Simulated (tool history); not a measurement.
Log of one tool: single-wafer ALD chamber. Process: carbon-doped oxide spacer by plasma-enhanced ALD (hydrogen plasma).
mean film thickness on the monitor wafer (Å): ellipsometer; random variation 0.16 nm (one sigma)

run    day  heater temperature setpoint (K)  number of ALD cycles (cycles)  mean film thickness on the monitor wafer (Å)
  1  0.000                           648.15                            591                                        323.83
  2  0.271                           648.15                            516                                        282.62
  3  0.346                           654.15                            516                                        283.32
  4  0.488                           654.15                            546                                        297.16
  5  0.804                           654.15                            571                                        314.49
  6  1.221                           654.15                            633                                        346.37
  7  1.329                           654.15                            641                                        348.61
  8  1.658                           654.15                            649                                        352.83

Run 9 comes next. What will it give?
  9  1.879                           654.15                            656                                             ?

mean film thickness on the monitor wafer (Å): 359.52

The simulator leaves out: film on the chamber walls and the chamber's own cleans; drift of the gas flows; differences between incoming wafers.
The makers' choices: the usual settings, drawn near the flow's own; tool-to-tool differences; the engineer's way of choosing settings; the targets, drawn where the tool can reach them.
